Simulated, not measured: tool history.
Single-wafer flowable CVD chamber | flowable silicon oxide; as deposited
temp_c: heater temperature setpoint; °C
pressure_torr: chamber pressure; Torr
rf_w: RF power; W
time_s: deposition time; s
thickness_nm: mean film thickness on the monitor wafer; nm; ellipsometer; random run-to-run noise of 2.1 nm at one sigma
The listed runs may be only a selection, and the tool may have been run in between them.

| run | hour | temp_c | pressure_torr | rf_w | time_s | thickness_nm |
|---|---|---|---|---|---|---|
| 1 | 0 | 100 | 0.829 | 2615 | 725 | 519.12 |
| 2 | 7 | 104 | 0.829 | 2615 | 725 | 445.21 |
| 3 | 15.3 | 104 | 0.829 | 2615 | 725 | 443.39 |
| 4 | 18 | 104 | 0.897 | 2615 | 725 | 479.7 |
| 5 | 21.2 | 100 | 0.897 | 2615 | 725 | 561.03 |
| 6 | 24.6 | 99 | 0.897 | 2615 | 725 | 577.14 |

The next listed run, before its measurement:
| 7 | 32.9 | 98 | 0.897 | 2615 | 725 | ? |

thickness_nm: 604.15 nm
